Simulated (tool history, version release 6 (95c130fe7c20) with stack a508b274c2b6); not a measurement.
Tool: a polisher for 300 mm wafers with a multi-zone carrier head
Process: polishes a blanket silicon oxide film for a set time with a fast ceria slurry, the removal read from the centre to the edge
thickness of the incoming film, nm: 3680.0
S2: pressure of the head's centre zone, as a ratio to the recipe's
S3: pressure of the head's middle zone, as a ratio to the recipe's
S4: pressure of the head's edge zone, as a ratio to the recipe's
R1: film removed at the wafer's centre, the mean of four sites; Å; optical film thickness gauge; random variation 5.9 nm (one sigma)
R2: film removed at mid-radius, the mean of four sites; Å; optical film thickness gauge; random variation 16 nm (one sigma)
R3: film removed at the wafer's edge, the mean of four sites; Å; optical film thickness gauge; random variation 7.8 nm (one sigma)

run 1 day=0 | flow_of_slurry_(ml/min)=265 S2=1 S3=1 S4=1 polishing_time_(s)=60 | R1=8413.4 R2=8634.7 R3=8764.1
run 2 day=0.171 | flow_of_slurry_(ml/min)=215 S2=1 S3=1 S4=1 polishing_time_(s)=60 | R1=8150.2 R2=8360.5 R3=8567.6
run 3 day=0.542 | flow_of_slurry_(ml/min)=265 S2=1 S3=1 S4=1 polishing_time_(s)=60 | R1=8518 R2=8574.4 R3=8616.3
run 4 day=0.712 | flow_of_slurry_(ml/min)=265 S2=0.98 S3=1.02 S4=1.04 polishing_time_(s)=62 | R1=8599.1 R2=8884.7 R3=9139.8
run 5 day=0.771 | flow_of_slurry_(ml/min)=270 S2=0.96 S3=1.05 S4=1.07 polishing_time_(s)=64 | R1=8660.9 R2=9695.4 R3=9643.4
run 6 day=1.104 | flow_of_slurry_(ml/min)=285 S2=0.95 S3=1.06 S4=1.1 polishing_time_(s)=65 | R1=8707.5 R2=9820.7 R3=9924
run 7 day=1.329 | flow_of_slurry_(ml/min)=295 S2=0.95 S3=1.07 S4=1.12 polishing_time_(s)=66 | R1=8917.1 R2=10438 R3=10186

Forecast run 8:
run 8 day=1.646 | flow_of_slurry_(ml/min)=300 S2=0.95 S3=1.07 S4=1.14 polishing_time_(s)=66 | R1=? R2=? R3=?

R1: 8998.3 Å
R2: 10306 Å
R3: 10255 Å
